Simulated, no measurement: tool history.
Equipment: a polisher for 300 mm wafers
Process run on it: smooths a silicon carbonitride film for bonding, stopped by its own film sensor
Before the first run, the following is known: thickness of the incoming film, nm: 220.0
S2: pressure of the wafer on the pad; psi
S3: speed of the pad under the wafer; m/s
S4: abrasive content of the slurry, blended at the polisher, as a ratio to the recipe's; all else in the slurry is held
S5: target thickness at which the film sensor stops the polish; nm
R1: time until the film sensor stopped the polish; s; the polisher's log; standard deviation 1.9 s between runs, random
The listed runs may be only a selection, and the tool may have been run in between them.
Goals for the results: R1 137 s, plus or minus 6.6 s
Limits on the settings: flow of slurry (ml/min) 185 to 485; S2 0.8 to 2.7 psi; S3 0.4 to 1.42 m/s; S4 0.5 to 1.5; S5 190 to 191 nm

run 1 hour=0 | flow_of_slurry_(ml/min)=310 S2=1.7 S3=0.9 S4=1 S5=191 | R1=237.18
run 2 hour=8.6 | flow_of_slurry_(ml/min)=310 S2=1.9 S3=0.9 S4=1 S5=191 | R1=218.56
run 3 hour=12.3 | flow_of_slurry_(ml/min)=310 S2=2.1 S3=0.94 S4=1 S5=191 | R1=186.77
run 4 hour=14.2 | flow_of_slurry_(ml/min)=310 S2=2.1 S3=0.94 S4=1.2 S5=191 | R1=169.88
run 5 hour=21.1 | flow_of_slurry_(ml/min)=310 S2=2.1 S3=0.94 S4=1.2 S5=191 | R1=169.28
run 6 hour=26 | flow_of_slurry_(ml/min)=260 S2=2.1 S3=0.94 S4=1.2 S5=191 | R1=173.57
run 7 hour=31.7 | flow_of_slurry_(ml/min)=260 S2=2.2 S3=0.94 S4=1.2 S5=191 | R1=162.56
run 8 hour=35.4 | flow_of_slurry_(ml/min)=260 S2=2.2 S3=0.94 S4=1.2 S5=191 | R1=164.2
run 9 hour=43.3 | flow_of_slurry_(ml/min)=260 S2=2.3 S3=0.94 S4=1.2 S5=191 | R1=156.04
run 10 hour=51.1 | flow_of_slurry_(ml/min)=260 S2=2.3 S3=0.94 S4=1.2 S5=191 | R1=155.94

Pick the move, out of 4, that brings all results within their allowed miss; only one does.
run A hour=58.9 | flow_of_slurry_(ml/min)=235 S2=2.2 S3=0.9 S4=1.2 S5=191 | R1=?
run B hour=58.9 | flow_of_slurry_(ml/min)=265 S2=2.4 S3=0.82 S4=1.1 S5=191 | R1=?
run C hour=58.9 | flow_of_slurry_(ml/min)=270 S2=2.4 S3=1 S4=1.25 S5=191 | R1=?
run D hour=58.9 | flow_of_slurry_(ml/min)=200 S2=2.4 S3=0.84 S4=1.3 S5=190 | R1=?

move=A R1=169.13
move=B R1=174.77
move=C R1=136.78
move=D R1=165.38
A: misses by more than the last run did
B: misses by more than the last run did
C: every result within its allowed miss
D: misses by more than the last run did
C is the move that brings every result within its allowed miss.
